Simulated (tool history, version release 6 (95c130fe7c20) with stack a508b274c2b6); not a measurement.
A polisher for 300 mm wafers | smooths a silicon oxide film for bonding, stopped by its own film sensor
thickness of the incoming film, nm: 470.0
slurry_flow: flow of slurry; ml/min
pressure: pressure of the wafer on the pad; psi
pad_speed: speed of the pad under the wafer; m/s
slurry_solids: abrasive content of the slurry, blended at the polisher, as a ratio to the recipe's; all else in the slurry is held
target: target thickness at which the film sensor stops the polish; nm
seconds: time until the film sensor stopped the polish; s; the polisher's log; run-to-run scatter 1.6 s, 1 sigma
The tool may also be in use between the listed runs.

run 1 day=0 | slurry_flow=235 pressure=2.6 pad_speed=0.86 slurry_solids=1 target=414 | seconds=67.809
run 2 day=0.092 | slurry_flow=235 pressure=2.3 pad_speed=0.84 slurry_solids=1 target=414 | seconds=77.624
run 3 day=0.217 | slurry_flow=235 pressure=2.9 pad_speed=0.84 slurry_solids=1 target=414 | seconds=62.221
run 4 day=0.35 | slurry_flow=235 pressure=2.9 pad_speed=0.84 slurry_solids=1 target=414 | seconds=63.441
run 5 day=0.5 | slurry_flow=180 pressure=2.9 pad_speed=0.84 slurry_solids=1 target=414 | seconds=65.679
run 6 day=0.838 | slurry_flow=180 pressure=2.5 pad_speed=0.84 slurry_solids=1 target=414 | seconds=72.506

Predict the results of run 7:
run 7 day=0.925 | slurry_flow=180 pressure=2.2 pad_speed=0.82 slurry_solids=1 target=414 | seconds=?

Run 7 measured seconds 85.267 s.
